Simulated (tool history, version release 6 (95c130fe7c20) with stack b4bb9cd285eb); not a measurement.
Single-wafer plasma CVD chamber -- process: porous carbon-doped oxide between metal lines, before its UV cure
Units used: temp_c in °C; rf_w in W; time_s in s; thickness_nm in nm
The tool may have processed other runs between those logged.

run,hour,temp_c,rf_w,time_s,thickness_nm
1,0,310,590,19.4,111.98
2,4.5,303,625,19.4,120.32
3,11.3,303,565,19.4,113.13
4,18.5,303,565,19.4,112.62
5,21.7,298,605,19.4,119.84
6,30.1,309,605,19.4,114.45
7,36,297,700,19.4,131.4
8,39.7,297,700,19.4,130.3

Run 9 has not been measured yet. What should we expect?
9,45.7,294,715,19.4,?

thickness_nm: 134.37 nm
